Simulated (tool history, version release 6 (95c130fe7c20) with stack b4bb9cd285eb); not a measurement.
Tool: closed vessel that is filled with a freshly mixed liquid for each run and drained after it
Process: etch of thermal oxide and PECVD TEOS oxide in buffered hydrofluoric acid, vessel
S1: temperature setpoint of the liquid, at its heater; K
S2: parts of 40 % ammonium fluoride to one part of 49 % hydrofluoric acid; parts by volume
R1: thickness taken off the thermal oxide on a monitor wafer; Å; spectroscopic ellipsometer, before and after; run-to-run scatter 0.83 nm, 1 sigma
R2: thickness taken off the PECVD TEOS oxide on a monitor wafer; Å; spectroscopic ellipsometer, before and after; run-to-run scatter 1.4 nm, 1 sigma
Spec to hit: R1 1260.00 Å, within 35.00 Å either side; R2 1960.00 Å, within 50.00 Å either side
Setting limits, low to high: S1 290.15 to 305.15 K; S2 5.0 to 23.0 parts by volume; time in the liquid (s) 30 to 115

Run 1, day 0.000: S1 297.15 K, S2 14.0 parts by volume, time in the liquid (s) 60. Result: R1 485.50 Å, R2 749.90 Å.
Run 2, day 0.358: S1 293.65 K, S2 14.0 parts by volume, time in the liquid (s) 60. Result: R1 400.29 Å, R2 623.08 Å.
Run 3, day 0.733: S1 293.65 K, S2 14.0 parts by volume, time in the liquid (s) 45. Result: R1 299.65 Å, R2 460.33 Å.
Run 4, day 1.058: S1 296.65 K, S2 11.5 parts by volume, time in the liquid (s) 50. Result: R1 477.69 Å, R2 746.36 Å.
Run 5, day 1.225: S1 296.65 K, S2 8.5 parts by volume, time in the liquid (s) 50. Result: R1 624.31 Å, R2 959.79 Å.
Run 6, day 1.579: S1 299.15 K, S2 7.5 parts by volume, time in the liquid (s) 50. Result: R1 813.28 Å, R2 1262.50 Å.
Run 7, day 1.967: S1 300.65 K, S2 7.5 parts by volume, time in the liquid (s) 50. Result: R1 867.27 Å, R2 1363.50 Å.
Run 8, day 2.275: S1 301.65 K, S2 7.0 parts by volume, time in the liquid (s) 50. Result: R1 996.62 Å, R2 1554.90 Å.
Run 9, day 2.446: S1 302.65 K, S2 7.0 parts by volume, time in the liquid (s) 50. Result: R1 1057.30 Å, R2 1637.40 Å.
Run 10, day 2.683: S1 303.15 K, S2 7.0 parts by volume, time in the liquid (s) 50. Result: R1 1087.90 Å, R2 1707.30 Å.
Run 11, day 2.762: S1 303.65 K, S2 7.0 parts by volume, time in the liquid (s) 50. Result: R1 1120.60 Å, R2 1729.10 Å.
Run 12, day 3.038: S1 305.15 K, S2 6.0 parts by volume, time in the liquid (s) 50. Result: R1 1355.30 Å, R2 2157.00 Å.
Run 13, day 3.288: S1 304.65 K, S2 6.0 parts by volume, time in the liquid (s) 50. Result: R1 1322.00 Å, R2 2068.40 Å.
Run 14, day 3.479: S1 304.15 K, S2 6.0 parts by volume, time in the liquid (s) 50. Result: R1 1305.90 Å, R2 2013.30 Å.

Consider the 4 candidate settings below. Which is the only one whose results all fall within their allowed miss of target?
Run A, day 3.671: S1 304.65 K, S2 5.0 parts by volume, time in the liquid (s) 40. Result: R1 ?, R2 ?.
Run B, day 3.671: S1 304.65 K, S2 7.5 parts by volume, time in the liquid (s) 55. Result: R1 ?, R2 ?.
Run C, day 3.671: S1 302.65 K, S2 7.0 parts by volume, time in the liquid (s) 55. Result: R1 ?, R2 ?.
Run D, day 3.671: S1 302.65 K, S2 11.0 parts by volume, time in the liquid (s) 85. Result: R1 ?, R2 ?.

move       R1       R2
   A  1241.50  1920.60
   B  1189.20  1839.90
   C  1154.10  1785.40
   D  1159.70  1794.10
A: all results land within tolerance of their targets
B: pushes the last run's worst result past its target
C: pushes the last run's worst result past its target
D: pushes the last run's worst result past its target
Correct choice: A, which meets every target

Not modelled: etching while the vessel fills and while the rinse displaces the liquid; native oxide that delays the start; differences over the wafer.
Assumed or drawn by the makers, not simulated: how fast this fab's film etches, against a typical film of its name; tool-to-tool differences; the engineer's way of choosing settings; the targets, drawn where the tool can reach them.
